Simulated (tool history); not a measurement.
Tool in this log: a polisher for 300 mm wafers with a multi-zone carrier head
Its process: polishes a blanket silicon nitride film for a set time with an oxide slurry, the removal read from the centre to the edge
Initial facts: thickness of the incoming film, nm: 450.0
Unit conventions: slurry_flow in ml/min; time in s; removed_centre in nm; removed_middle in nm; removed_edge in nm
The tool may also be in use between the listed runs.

run  hour  slurry_flow  centre_zone  middle_zone  edge_zone  slurry_solids  time  removed_centre  removed_middle  removed_edge
  1     0          265            1            1          1              1    59          30.989          30.084        30.094
  2   7.6          265         1.01         0.99       0.99           0.95    58           29.87          29.823         28.76
  3   9.6          265         1.01         0.99       1.05           0.95    58          30.178          29.408        30.009
  4  16.5          265         1.01         1.05       1.05           0.95    58          30.085          30.469        30.016
  5  24.9          265         1.02         1.03       1.04            0.9    57          29.075          29.316        28.886
  6  31.5          265         1.04         1.01       1.03           0.85    56          28.341          27.662        27.816
  7    37          265         1.06            1       1.01            0.8    55          27.478          25.824        26.273
  8  45.9          265         1.07            1       0.99           0.75    54          27.032          25.033        24.637
  9  54.8          265         1.07         0.99       0.98            0.7    54          25.483          24.005        23.536
 10  63.5          265         1.07         0.97       0.96            0.7    54          25.715          23.823        23.788
 11  64.2          265         1.08         0.96       0.95            0.7    53          25.618          23.243        23.026
 12  67.3          265         1.08         0.95       0.94            0.7    53          25.674          22.724        23.134

What does the tool deliver on the next run?
 13  75.7          265         1.08         0.95       0.93            0.7    53               ?               ?             ?

{"run 13": {"removed_centre": 25.292, "removed_middle": 23.084, "removed_edge": 22.672}}

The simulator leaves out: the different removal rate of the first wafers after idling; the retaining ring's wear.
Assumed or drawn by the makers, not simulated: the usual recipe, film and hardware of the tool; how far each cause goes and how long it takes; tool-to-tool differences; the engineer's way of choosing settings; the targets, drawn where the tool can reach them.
